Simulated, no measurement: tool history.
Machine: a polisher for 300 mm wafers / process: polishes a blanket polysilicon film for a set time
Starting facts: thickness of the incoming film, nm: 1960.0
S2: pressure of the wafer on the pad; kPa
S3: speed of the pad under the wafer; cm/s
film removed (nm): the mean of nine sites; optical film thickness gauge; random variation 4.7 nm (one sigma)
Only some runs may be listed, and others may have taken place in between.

Run 1, day 0: flow of slurry (ml/min) 150, S2 13.1 kPa, S3 86 cm/s, polishing time (s) 81. Result: film removed (nm) 346.49.
Run 2, day 0.067: flow of slurry (ml/min) 150, S2 11 kPa, S3 86 cm/s, polishing time (s) 81. Result: film removed (nm) 307.68.
Run 3, day 0.179: flow of slurry (ml/min) 150, S2 11.7 kPa, S3 86 cm/s, polishing time (s) 81. Result: film removed (nm) 320.66.
Run 4, day 0.275: flow of slurry (ml/min) 150, S2 12.4 kPa, S3 86 cm/s, polishing time (s) 81. Result: film removed (nm) 332.62.
Run 5, day 0.621: flow of slurry (ml/min) 115, S2 12.4 kPa, S3 86 cm/s, polishing time (s) 81. Result: film removed (nm) 310.94.
Run 6, day 0.979: flow of slurry (ml/min) 120, S2 13.1 kPa, S3 86 cm/s, polishing time (s) 81. Result: film removed (nm) 335.31.
Run 7, day 1.158: flow of slurry (ml/min) 125, S2 13.1 kPa, S3 86 cm/s, polishing time (s) 81. Result: film removed (nm) 334.89.
Run 8, day 1.429: flow of slurry (ml/min) 130, S2 13.1 kPa, S3 86 cm/s, polishing time (s) 81. Result: film removed (nm) 335.57.
Run 9, day 1.733: flow of slurry (ml/min) 135, S2 13.8 kPa, S3 86 cm/s, polishing time (s) 81. Result: film removed (nm) 359.48.
Run 10, day 1.971: flow of slurry (ml/min) 135, S2 13.8 kPa, S3 86 cm/s, polishing time (s) 81. Result: film removed (nm) 354.8.

Predict the results of run 11:
Run 11, day 2.062: flow of slurry (ml/min) 140, S2 13.8 kPa, S3 86 cm/s, polishing time (s) 81. Result: film removed (nm) ?.

film removed (nm): 352

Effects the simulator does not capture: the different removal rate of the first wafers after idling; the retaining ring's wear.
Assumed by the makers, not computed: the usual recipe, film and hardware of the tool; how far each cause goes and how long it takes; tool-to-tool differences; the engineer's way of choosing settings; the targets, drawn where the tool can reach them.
